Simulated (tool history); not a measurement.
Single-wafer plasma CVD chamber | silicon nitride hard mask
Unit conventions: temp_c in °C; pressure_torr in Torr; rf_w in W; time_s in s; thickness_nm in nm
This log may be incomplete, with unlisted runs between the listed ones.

run	hour	temp_c	pressure_torr	rf_w	time_s	thickness_nm
1	0	395	1.8	395	52.3	77.023
2	1.8	395	1.88	400	52.3	78.902
3	9	395	1.95	405	52.3	80.103
4	11.7	395	1.95	405	49.8	76.445
5	14.9	395	1.95	405	52.3	80.472
6	20.8	395	1.77	405	52.3	78.372
7	28.6	395	1.84	410	52.3	80.312
8	37.1	395	1.89	415	52.3	81.091
9	41.4	395	1.95	420	52.3	83.029
10	42.7	395	2	420	52.3	82.863
11	51.3	395	2.05	420	52.3	83.516
12	55.2	395	2.09	420	52.3	84.766
13	62.9	395	2.12	420	52.3	84.913

Run 14, settings as shown, results not yet in. Your forecast:
14	67.3	395	2.15	420	52.3	?

thickness_nm: 84.286 nm

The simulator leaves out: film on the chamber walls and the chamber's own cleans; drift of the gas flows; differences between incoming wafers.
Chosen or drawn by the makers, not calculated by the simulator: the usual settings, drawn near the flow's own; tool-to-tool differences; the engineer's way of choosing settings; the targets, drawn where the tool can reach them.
